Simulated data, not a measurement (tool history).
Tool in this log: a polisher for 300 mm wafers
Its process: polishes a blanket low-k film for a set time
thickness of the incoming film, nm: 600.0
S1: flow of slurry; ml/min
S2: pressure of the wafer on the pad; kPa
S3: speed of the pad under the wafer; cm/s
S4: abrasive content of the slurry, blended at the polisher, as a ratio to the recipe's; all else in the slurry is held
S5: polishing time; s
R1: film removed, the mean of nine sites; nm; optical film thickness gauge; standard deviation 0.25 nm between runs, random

{"run": 1, "hour": 0.0, "S1": 150, "S2": 15.9, "S3": 84, "S4": 1, "S5": 38, "R1": 13.489}
{"run": 2, "hour": 1.4, "S1": 150, "S2": 17.2, "S3": 84, "S4": 1, "S5": 38, "R1": 14.473}
{"run": 3, "hour": 8.9, "S1": 155, "S2": 20, "S3": 88, "S4": 1, "S5": 38, "R1": 17.627}
{"run": 4, "hour": 15.8, "S1": 175, "S2": 20, "S3": 88, "S4": 1, "S5": 38, "R1": 17.765}
{"run": 5, "hour": 18.2, "S1": 175, "S2": 21.4, "S3": 92, "S4": 1, "S5": 38, "R1": 19.745}
{"run": 6, "hour": 18.8, "S1": 175, "S2": 21.4, "S3": 92, "S4": 1, "S5": 35, "R1": 18.414}
{"run": 7, "hour": 24.5, "S1": 175, "S2": 22.8, "S3": 98, "S4": 1, "S5": 35, "R1": 20.444}

Run 8 comes next. What will it give?
{"run": 8, "hour": 32.5, "S1": 190, "S2": 24.8, "S3": 114, "S4": 1, "S5": 35, "R1": "?"}

{"run 8": {"R1": 24.931}}
